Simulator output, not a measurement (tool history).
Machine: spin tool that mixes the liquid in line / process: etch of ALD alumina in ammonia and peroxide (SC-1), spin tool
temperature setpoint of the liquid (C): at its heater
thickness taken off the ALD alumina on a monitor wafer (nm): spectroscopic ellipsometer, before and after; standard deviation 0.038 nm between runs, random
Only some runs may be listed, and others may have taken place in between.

run	hour	temperature setpoint of the liquid (C)	parts of 29 % ammonia solution to one part of 30 % peroxide (parts by volume)	time under the liquid (s)	thickness taken off the ALD alumina on a monitor wafer (nm)
1	0	48	0.5	95	3.8914
2	5.3	48.5	0.5	95	4.0412
3	13.3	46	0.5	95	3.4437
4	20.9	46.5	0.5	95	3.5692
5	23.5	47	0.5	95	3.6486
6	31.2	40.5	0.5	95	2.5568
7	37.6	41.5	0.5	95	2.6876
8	39.3	42.5	0.5	95	2.8615
9	40	43.5	0.5	95	3.0427
10	42.1	44	0.5	95	3.1054
11	48.8	44	0.5	95	3.0988
12	53.4	44	0.5	95	3.1198
13	59.3	44	0.5	95	3.0574
14	60.6	44.5	0.5	95	3.1929
15	62.8	45	0.5	95	3.2975
16	68.8	45.5	0.5	95	3.4295

Expected results for the next run?
17	74.3	51.5	0.5	95	?

{"run 17": {"thickness taken off the ALD alumina on a monitor wafer (nm)": 4.7796}}
